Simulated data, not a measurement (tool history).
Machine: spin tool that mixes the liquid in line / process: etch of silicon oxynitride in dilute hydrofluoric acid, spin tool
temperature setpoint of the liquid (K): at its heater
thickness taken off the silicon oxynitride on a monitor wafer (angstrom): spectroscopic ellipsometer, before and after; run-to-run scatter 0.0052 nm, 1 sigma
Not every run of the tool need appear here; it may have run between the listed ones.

run	hour	temperature setpoint of the liquid (K)	parts of water to one part of 49 % hydrofluoric acid (parts by volume)	time under the liquid (s)	thickness taken off the silicon oxynitride on a monitor wafer (angstrom)
1	0	299.15	285	65	5.0899
2	6.8	297.65	300	65	4.5493
3	10.9	296.65	310	65	4.0915
4	13.3	293.15	310	65	3.55
5	20	296.15	310	65	3.8959
6	29	295.15	310	65	3.961

Run 7, settings as shown, results not yet in. Your forecast:
7	30.1	294.65	315	65	?

thickness taken off the silicon oxynitride on a monitor wafer (angstrom): 3.7061

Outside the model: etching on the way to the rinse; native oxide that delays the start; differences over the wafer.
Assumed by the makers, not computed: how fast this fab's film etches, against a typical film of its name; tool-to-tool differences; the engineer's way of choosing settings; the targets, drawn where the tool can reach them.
